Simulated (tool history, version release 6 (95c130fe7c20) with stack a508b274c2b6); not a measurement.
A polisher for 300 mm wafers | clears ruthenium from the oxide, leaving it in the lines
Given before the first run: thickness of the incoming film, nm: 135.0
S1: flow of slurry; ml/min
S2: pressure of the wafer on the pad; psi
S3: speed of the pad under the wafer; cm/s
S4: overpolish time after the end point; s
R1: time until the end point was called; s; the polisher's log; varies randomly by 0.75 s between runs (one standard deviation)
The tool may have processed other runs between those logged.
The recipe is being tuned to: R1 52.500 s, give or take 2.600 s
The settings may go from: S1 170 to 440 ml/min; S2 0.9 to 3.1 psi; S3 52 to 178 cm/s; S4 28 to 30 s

{"run": 1, "hour": 0.0, "S1": 280, "S2": 2.0, "S3": 114, "S4": 28, "R1": 106.97}
{"run": 2, "hour": 4.9, "S1": 280, "S2": 2.0, "S3": 114, "S4": 30, "R1": 105.34}
{"run": 3, "hour": 7.3, "S1": 315, "S2": 2.0, "S3": 114, "S4": 30, "R1": 107.72}
{"run": 4, "hour": 13.8, "S1": 315, "S2": 2.0, "S3": 114, "S4": 30, "R1": 105.6}
{"run": 5, "hour": 14.8, "S1": 315, "S2": 2.1, "S3": 116, "S4": 30, "R1": 98.989}
{"run": 6, "hour": 22.8, "S1": 315, "S2": 2.5, "S3": 116, "S4": 30, "R1": 84.276}
{"run": 7, "hour": 23.6, "S1": 315, "S2": 2.6, "S3": 118, "S4": 30, "R1": 81.217}
{"run": 8, "hour": 28.7, "S1": 315, "S2": 2.7, "S3": 122, "S4": 30, "R1": 75.064}
{"run": 9, "hour": 31.4, "S1": 315, "S2": 2.7, "S3": 124, "S4": 30, "R1": 72.85}
{"run": 10, "hour": 35.3, "S1": 315, "S2": 2.7, "S3": 126, "S4": 30, "R1": 71.372}

Consider the 4 candidate settings below. Which is the only one whose results all fall within their allowed miss of target?
{"run": "A", "hour": 39.2, "S1": 305, "S2": 2.7, "S3": 148, "S4": 28, "R1": "?"}
{"run": "B", "hour": 39.2, "S1": 270, "S2": 2.2, "S3": 102, "S4": 28, "R1": "?"}
{"run": "C", "hour": 39.2, "S1": 375, "S2": 3.1, "S3": 148, "S4": 30, "R1": "?"}
{"run": "D", "hour": 39.2, "S1": 280, "S2": 2.2, "S3": 104, "S4": 28, "R1": "?"}

move=A R1=62.095
move=B R1=108.590
move=C R1=53.289
move=D R1=106.250
A: closes in on the targets versus the last run, not all within tolerance yet
B: lands further from the targets than the last run did
C: every result lands within tolerance
D: lands further from the targets than the last run did
Answer: C
